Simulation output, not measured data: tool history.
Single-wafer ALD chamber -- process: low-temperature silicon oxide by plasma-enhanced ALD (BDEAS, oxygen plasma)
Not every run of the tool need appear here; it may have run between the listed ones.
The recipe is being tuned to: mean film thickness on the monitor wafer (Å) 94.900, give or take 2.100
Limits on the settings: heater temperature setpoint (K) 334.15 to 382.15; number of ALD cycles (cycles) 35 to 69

run  hour  heater temperature setpoint (K)  number of ALD cycles (cycles)  mean film thickness on the monitor wafer (Å)
  1   0.0                           358.15                             52                                        75.667
  2   0.7                           351.15                             52                                        78.442
  3   5.6                           344.15                             52                                        79.677
  4  12.3                           336.15                             52                                        81.888
  5  17.5                           336.15                             48                                        75.352
  6  19.7                           336.15                             52                                        82.277
  7  21.4                           336.15                             53                                        82.967
  8  22.2                           336.15                             54                                        84.480
  9  26.1                           336.15                             55                                        86.125
 10  28.9                           336.15                             56                                        87.243

Which of these 4 next moves meets every target?
  A  31.7                           355.15                             60                                             ?
  B  31.7                           337.15                             47                                             ?
  C  31.7                           334.15                             60                                             ?
  D  31.7                           334.15                             57                                             ?

move  mean film thickness on the monitor wafer (Å)
   A                                        88.246
   B                                        72.966
   C                                        93.965
   D                                        89.267
A: nearer than the last run, and not there yet
B: misses by more than the last run did
C: all results land within tolerance of their targets
D: nearer than the last run, and not there yet
C meets every target.

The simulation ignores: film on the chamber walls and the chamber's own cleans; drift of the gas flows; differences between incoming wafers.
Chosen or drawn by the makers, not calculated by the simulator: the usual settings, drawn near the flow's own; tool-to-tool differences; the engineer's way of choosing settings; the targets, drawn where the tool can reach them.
